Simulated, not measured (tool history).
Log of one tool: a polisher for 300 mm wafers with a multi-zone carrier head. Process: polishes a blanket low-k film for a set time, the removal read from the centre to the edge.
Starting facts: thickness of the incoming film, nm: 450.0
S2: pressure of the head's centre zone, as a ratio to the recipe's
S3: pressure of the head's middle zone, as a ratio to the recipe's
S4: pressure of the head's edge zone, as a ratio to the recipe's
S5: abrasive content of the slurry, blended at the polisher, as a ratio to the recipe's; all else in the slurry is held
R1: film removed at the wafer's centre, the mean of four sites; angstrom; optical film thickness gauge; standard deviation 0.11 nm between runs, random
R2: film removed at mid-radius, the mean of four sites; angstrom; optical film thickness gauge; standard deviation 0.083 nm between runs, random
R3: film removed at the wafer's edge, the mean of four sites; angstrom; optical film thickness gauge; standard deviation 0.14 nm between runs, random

Run 1, day 0.000: flow of slurry (ml/min) 185, S2 1.00, S3 1.00, S4 1.00, S5 1.00, polishing time (s) 73. Result: R1 194.91 angstrom, R2 190.49 angstrom, R3 200.89 angstrom.
Run 2, day 0.033: flow of slurry (ml/min) 185, S2 0.99, S3 1.01, S4 0.98, S5 0.95, polishing time (s) 72. Result: R1 189.36 angstrom, R2 185.46 angstrom, R3 191.15 angstrom.
Run 3, day 0.300: flow of slurry (ml/min) 185, S2 0.99, S3 1.01, S4 1.05, S5 0.95, polishing time (s) 72. Result: R1 186.27 angstrom, R2 184.96 angstrom, R3 195.35 angstrom.
Run 4, day 0.488: flow of slurry (ml/min) 185, S2 0.99, S3 1.01, S4 1.05, S5 0.80, polishing time (s) 72. Result: R1 171.16 angstrom, R2 175.40 angstrom, R3 182.22 angstrom.
Run 5, day 0.575: flow of slurry (ml/min) 185, S2 1.04, S3 1.01, S4 1.05, S5 0.80, polishing time (s) 72. Result: R1 178.17 angstrom, R2 174.90 angstrom, R3 181.28 angstrom.
Run 6, day 0.817: flow of slurry (ml/min) 185, S2 1.03, S3 1.02, S4 1.04, S5 0.75, polishing time (s) 71. Result: R1 172.40 angstrom, R2 167.19 angstrom, R3 179.31 angstrom.
Run 7, day 1.017: flow of slurry (ml/min) 195, S2 1.01, S3 1.04, S4 1.01, S5 0.75, polishing time (s) 69. Result: R1 166.26 angstrom, R2 168.12 angstrom, R3 168.04 angstrom.
Run 8, day 1.133: flow of slurry (ml/min) 200, S2 1.00, S3 1.04, S4 1.00, S5 0.70, polishing time (s) 68. Result: R1 157.00 angstrom, R2 159.82 angstrom, R3 160.85 angstrom.
Run 9, day 1.421: flow of slurry (ml/min) 205, S2 0.99, S3 1.04, S4 0.99, S5 0.70, polishing time (s) 67. Result: R1 151.49 angstrom, R2 159.26 angstrom, R3 158.68 angstrom.
Run 10, day 1.529: flow of slurry (ml/min) 205, S2 0.99, S3 1.04, S4 0.97, S5 0.70, polishing time (s) 66. Result: R1 151.51 angstrom, R2 157.31 angstrom, R3 155.39 angstrom.

Run 11 comes next. What will it give?
Run 11, day 1.575: flow of slurry (ml/min) 205, S2 0.98, S3 1.04, S4 0.96, S5 0.70, polishing time (s) 65. Result: R1 ?, R2 ?, R3 ?.

Run 11 measured R1 148.00 angstrom, R2 155.99 angstrom, R3 148.19 angstrom.
